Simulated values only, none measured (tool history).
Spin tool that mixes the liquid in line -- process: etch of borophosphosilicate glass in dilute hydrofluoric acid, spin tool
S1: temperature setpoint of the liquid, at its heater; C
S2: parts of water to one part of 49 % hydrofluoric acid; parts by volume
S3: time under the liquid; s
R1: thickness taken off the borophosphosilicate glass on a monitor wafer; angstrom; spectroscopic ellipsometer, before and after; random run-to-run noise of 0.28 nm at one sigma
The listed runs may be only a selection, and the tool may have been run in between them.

Run 1, hour 0: S1 22 C, S2 110 parts by volume, S3 55 s. Result: R1 344.68 angstrom.
Run 2, hour 2.8: S1 21 C, S2 110 parts by volume, S3 55 s. Result: R1 332.61 angstrom.
Run 3, hour 9.2: S1 21 C, S2 110 parts by volume, S3 60 s. Result: R1 359.23 angstrom.
Run 4, hour 17.2: S1 21 C, S2 95 parts by volume, S3 60 s. Result: R1 423.75 angstrom.
Run 5, hour 23.9: S1 20.5 C, S2 100 parts by volume, S3 60 s. Result: R1 392.06 angstrom.
Run 6, hour 25.3: S1 20 C, S2 105 parts by volume, S3 60 s. Result: R1 359.7 angstrom.
Run 7, hour 33.4: S1 19.5 C, S2 105 parts by volume, S3 60 s. Result: R1 352.5 angstrom.
Run 8, hour 38.9: S1 19 C, S2 105 parts by volume, S3 60 s. Result: R1 351.11 angstrom.
Run 9, hour 46.7: S1 18.5 C, S2 110 parts by volume, S3 60 s. Result: R1 324.67 angstrom.

Run 10 is up next; what results do you expect?
Run 10, hour 50.6: S1 18 C, S2 110 parts by volume, S3 60 s. Result: R1 ?.

R1: 318.69 angstrom

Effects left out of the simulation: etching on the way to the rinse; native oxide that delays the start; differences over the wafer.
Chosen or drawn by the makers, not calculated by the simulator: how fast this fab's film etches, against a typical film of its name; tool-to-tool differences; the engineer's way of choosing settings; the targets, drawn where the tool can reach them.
